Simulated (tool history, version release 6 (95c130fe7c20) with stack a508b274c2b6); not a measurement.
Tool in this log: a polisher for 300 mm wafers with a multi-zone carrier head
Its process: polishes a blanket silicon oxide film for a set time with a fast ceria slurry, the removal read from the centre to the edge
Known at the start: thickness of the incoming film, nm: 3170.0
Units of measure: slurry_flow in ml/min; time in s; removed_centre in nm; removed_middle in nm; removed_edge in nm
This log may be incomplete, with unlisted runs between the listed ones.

run 1 day=0 | slurry_flow=230 centre_zone=1 middle_zone=1 edge_zone=1 time=50 | removed_centre=935.36 removed_middle=950.09 removed_edge=954.47
run 2 day=0.275 | slurry_flow=230 centre_zone=1 middle_zone=0.97 edge_zone=1 time=50 | removed_centre=942.56 removed_middle=936.48 removed_edge=980.4
run 3 day=0.504 | slurry_flow=230 centre_zone=0.96 middle_zone=0.97 edge_zone=1 time=50 | removed_centre=905 removed_middle=932.34 removed_edge=964.74
run 4 day=0.575 | slurry_flow=230 centre_zone=0.96 middle_zone=0.89 edge_zone=1 time=50 | removed_centre=911.27 removed_middle=864.69 removed_edge=991.67
run 5 day=0.892 | slurry_flow=230 centre_zone=0.96 middle_zone=0.89 edge_zone=0.93 time=50 | removed_centre=897.13 removed_middle=873.44 removed_edge=930.5
run 6 day=0.925 | slurry_flow=230 centre_zone=0.96 middle_zone=0.89 edge_zone=0.93 time=44 | removed_centre=784.87 removed_middle=766.19 removed_edge=812.91
run 7 day=1 | slurry_flow=255 centre_zone=1.01 middle_zone=0.89 edge_zone=0.92 time=44 | removed_centre=838.38 removed_middle=766.97 removed_edge=831.27

Run 8 is up next; what results do you expect?
run 8 day=1.167 | slurry_flow=265 centre_zone=1.05 middle_zone=0.9 edge_zone=0.9 time=44 | removed_centre=? removed_middle=? removed_edge=?

removed_centre: 885.74 nm
removed_middle: 772.26 nm
removed_edge: 829.37 nm
